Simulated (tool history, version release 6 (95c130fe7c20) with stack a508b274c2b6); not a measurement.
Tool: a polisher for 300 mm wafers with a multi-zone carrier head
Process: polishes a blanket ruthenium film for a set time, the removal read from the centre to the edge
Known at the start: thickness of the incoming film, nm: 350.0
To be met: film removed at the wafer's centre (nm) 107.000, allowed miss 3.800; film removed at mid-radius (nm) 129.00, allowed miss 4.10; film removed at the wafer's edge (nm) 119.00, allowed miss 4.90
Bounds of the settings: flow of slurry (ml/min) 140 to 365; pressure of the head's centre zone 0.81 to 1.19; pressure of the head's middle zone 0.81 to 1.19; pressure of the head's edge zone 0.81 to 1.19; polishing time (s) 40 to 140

run  hour  flow of slurry (ml/min)  pressure of the head's centre zone  pressure of the head's middle zone  pressure of the head's edge zone  polishing time (s)  film removed at the wafer's centre (nm)  film removed at mid-radius (nm)  film removed at the wafer's edge (nm)
  1   0.0                      235                                1.00                                1.00                              1.00                  90                                  101.960                           105.80                                 101.75
  2   5.0                      185                                1.00                                1.00                              1.00                  90                                   98.534                           103.06                                 100.27
  3  12.7                      195                                1.00                                1.03                              1.03                  91                                  100.660                           104.89                                 103.33
  4  20.9                      195                                1.00                                1.03                              1.03                 100                                  110.560                           116.20                                 112.59
  5  24.0                      195                                1.00                                0.95                              1.03                 100                                  109.190                           110.49                                 112.40
  6  25.7                      195                                1.00                                0.92                              1.03                 100                                  110.190                           104.35                                 113.88
  7  34.7                      205                                0.98                                0.95                              1.03                 100                                  109.880                           109.47                                 113.33
  8  41.0                      210                                0.96                                0.98                              1.04                 101                                  107.090                           113.79                                 115.04
  9  45.2                      255                                0.95                                1.08                              1.05                 103                                  111.610                           127.78                                 121.36

Which of these 5 next moves meets every target?
  A  49.4                      240                                1.01                                1.15                              1.09                 103                                        ?                                ?                                      ?
  B  49.4                      270                                0.91                                1.02                              1.16                 107                                        ?                                ?                                      ?
  C  49.4                      270                                0.93                                1.04                              1.07                 100                                        ?                                ?                                      ?
  D  49.4                      300                                0.88                                1.03                              0.95                 105                                        ?                                ?                                      ?
  E  49.4                      210                                0.90                                1.07                              0.89                 113                                        ?                                ?                                      ?

move  film removed at the wafer's centre (nm)  film removed at mid-radius (nm)  film removed at the wafer's edge (nm)
   A                                  117.910                           134.17                                 121.12
   B                                  111.870                           128.38                                 131.12
   C                                  106.880                           121.85                                 117.97
   D                                  107.430                           128.42                                 118.48
   E                                  112.850                           136.54                                 120.08
A: further off than the last run
B: further off than the last run
C: brings the result that was furthest off to its target, and leaves another outside
D: meets every target
E: further off than the last run
The right move is D.

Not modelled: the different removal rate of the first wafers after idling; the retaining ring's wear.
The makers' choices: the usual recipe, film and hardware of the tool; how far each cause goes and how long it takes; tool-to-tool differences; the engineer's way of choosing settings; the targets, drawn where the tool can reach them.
